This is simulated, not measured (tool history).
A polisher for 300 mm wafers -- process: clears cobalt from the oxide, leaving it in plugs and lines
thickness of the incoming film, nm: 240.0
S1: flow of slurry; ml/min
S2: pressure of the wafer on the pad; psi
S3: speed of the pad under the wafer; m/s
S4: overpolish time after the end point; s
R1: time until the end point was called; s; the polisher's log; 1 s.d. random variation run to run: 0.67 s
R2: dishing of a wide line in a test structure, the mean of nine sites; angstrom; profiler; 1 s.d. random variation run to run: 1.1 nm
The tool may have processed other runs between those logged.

Run 1, hour 0.0: S1 295 ml/min, S2 2.0 psi, S3 1.28 m/s, S4 20 s. Result: R1 37.645 s, R2 522.29 angstrom.
Run 2, hour 8.4: S1 295 ml/min, S2 2.3 psi, S3 1.28 m/s, S4 20 s. Result: R1 33.006 s, R2 534.68 angstrom.
Run 3, hour 16.1: S1 295 ml/min, S2 2.0 psi, S3 1.26 m/s, S4 20 s. Result: R1 39.229 s, R2 517.24 angstrom.
Run 4, hour 18.8: S1 295 ml/min, S2 1.8 psi, S3 1.26 m/s, S4 20 s. Result: R1 42.632 s, R2 488.27 angstrom.
Run 5, hour 23.5: S1 295 ml/min, S2 1.8 psi, S3 1.26 m/s, S4 12 s. Result: R1 43.384 s, R2 419.43 angstrom.
Run 6, hour 28.4: S1 295 ml/min, S2 1.6 psi, S3 1.26 m/s, S4 15 s. Result: R1 47.273 s, R2 429.57 angstrom.

Expected results for the next run?
Run 7, hour 30.9: S1 295 ml/min, S2 1.5 psi, S3 1.26 m/s, S4 17 s. Result: R1 ?, R2 ?.

{"run 7": {"R1": 50.516, "R2": 429.75}}

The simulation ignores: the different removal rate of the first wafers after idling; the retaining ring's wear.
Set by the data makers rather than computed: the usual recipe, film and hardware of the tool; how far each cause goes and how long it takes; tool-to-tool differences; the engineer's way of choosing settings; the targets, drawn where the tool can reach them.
